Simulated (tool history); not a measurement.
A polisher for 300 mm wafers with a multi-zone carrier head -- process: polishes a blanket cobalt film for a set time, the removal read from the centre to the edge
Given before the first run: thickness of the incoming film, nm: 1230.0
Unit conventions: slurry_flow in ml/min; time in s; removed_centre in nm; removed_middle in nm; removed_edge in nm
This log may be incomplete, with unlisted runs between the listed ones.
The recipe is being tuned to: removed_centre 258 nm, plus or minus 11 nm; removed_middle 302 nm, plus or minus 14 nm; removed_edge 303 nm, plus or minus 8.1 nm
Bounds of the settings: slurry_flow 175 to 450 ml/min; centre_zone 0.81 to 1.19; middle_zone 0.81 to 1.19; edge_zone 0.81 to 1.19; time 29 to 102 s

run  hour  slurry_flow  centre_zone  middle_zone  edge_zone  time  removed_centre  removed_middle  removed_edge
  1     0          290            1            1          1    65          245.68          251.45        245.95
  2   2.9          290         0.99         1.01       1.03    66          244.07          258.51        253.77
  3   7.9          290         0.93         1.01       1.03    66          237.49          251.95        253.58
  4  13.6          290         0.93         1.02       1.05    67          237.24          260.62        256.63
  5  15.3          290         0.93         1.02       1.05    52          185.54          202.51        199.85
  6  21.6          340         0.93         1.02       1.05    52          186.68          200.67        204.76
  7    26          345         0.93         1.03       1.07    56          202.69          224.08        222.28
  8  32.1          355         0.93         1.03       1.09    58          208.01          229.86        231.63
  9  33.6          360         0.93         1.04       1.11    60          215.47          235.99        241.09
 10  35.8          365         0.93         1.05       1.12    62          223.45          249.59        248.78
 11  41.7          370         0.92         1.05       1.13    64          227.49          261.36        260.16
 12  50.5          375         0.92         1.05       1.14    65           233.4          259.33        261.49
 13  56.3          380         0.91         1.05       1.15    67          237.88          267.85        274.49

Next run, 4 choices. One meets every target within its allowed miss, the rest don't. Which?
  A  62.1          385         0.99         1.07       1.13    63               ?               ?             ?
  B  62.1          395         0.92         1.08       1.18    57               ?               ?             ?
  C  62.1          445         0.87         1.02        1.1    75               ?               ?             ?
  D  62.1          435         0.91         0.86       1.19    70               ?               ?             ?

move  removed_centre  removed_middle  removed_edge
   A          235.81          260.11        254.75
   B          198.54           237.7        235.34
   C          248.92          300.34        302.06
   D          242.45          242.66        292.41
A: lands further from the targets than the last run did
B: lands further from the targets than the last run did
C: meets every target
D: lands further from the targets than the last run did
Go with C: it meets all targets.
